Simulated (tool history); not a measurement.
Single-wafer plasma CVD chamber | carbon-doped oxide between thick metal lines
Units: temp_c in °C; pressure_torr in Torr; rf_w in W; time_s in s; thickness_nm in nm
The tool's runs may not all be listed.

run    day  temp_c  pressure_torr  rf_w  time_s  thickness_nm
  1      0     340           6.65   500     233        1291.3
  2  0.183     349           6.65   500     233        1261.3
  3  0.325     347           6.88   515     233        1287.4
  4  0.542     344           6.96   530     233        1316.9
  5  0.608     344           6.96   530     233        1317.6
  6  0.662     344           6.96   460     233        1229.7
  7  0.788     332           8.18   540     236        1405.8

The next listed run, before its measurement:
  8  1.158     331           8.21   545     236             ?

Run 8 gave thickness_nm 1408.7 nm.

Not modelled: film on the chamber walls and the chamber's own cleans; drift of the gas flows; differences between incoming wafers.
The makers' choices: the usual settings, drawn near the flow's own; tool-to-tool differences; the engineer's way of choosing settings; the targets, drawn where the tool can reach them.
